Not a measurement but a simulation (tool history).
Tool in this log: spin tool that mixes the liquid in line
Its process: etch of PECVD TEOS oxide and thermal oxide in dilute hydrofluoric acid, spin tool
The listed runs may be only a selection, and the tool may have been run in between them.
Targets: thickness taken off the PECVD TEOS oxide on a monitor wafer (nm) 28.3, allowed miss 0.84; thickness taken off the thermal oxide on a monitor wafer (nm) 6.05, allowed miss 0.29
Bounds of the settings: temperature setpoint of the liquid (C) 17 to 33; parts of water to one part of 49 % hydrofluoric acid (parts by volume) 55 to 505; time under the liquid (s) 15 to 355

run	hour	temperature setpoint of the liquid (C)	parts of water to one part of 49 % hydrofluoric acid (parts by volume)	time under the liquid (s)	thickness taken off the PECVD TEOS oxide on a monitor wafer (nm)	thickness taken off the thermal oxide on a monitor wafer (nm)
1	0	25	280	180	10.747	2.3026
2	4.8	25	280	235	14.148	2.9624
3	9.3	22.5	280	235	13.049	2.7754
4	17.3	25.5	280	235	14.642	3.163
5	22.5	25.5	190	235	23.21	5.0636
6	28.9	23.5	190	235	21.613	4.552
7	30.8	24.5	185	235	23.236	4.9762
8	36.8	25.5	185	235	24.548	5.2177

Next run, 4 choices. One meets every target within its allowed miss, the rest don't. Which?
A	42.8	17	185	355	?	?
B	42.8	27.5	145	190	?	?
C	42.8	28.5	150	150	?	?
D	42.8	29	185	225	?	?

move	thickness taken off the PECVD TEOS oxide on a monitor wafer (nm)	thickness taken off the thermal oxide on a monitor wafer (nm)
A	26.52	5.6514
B	28.348	6.0408
C	22.303	4.7528
D	26.44	5.6343
A: gains on the last run, yet a result remains outside its allowed miss
B: in spec on every target
C: further off than the last run
D: gains on the last run, yet a result remains outside its allowed miss
B is the move that brings every result within its allowed miss.
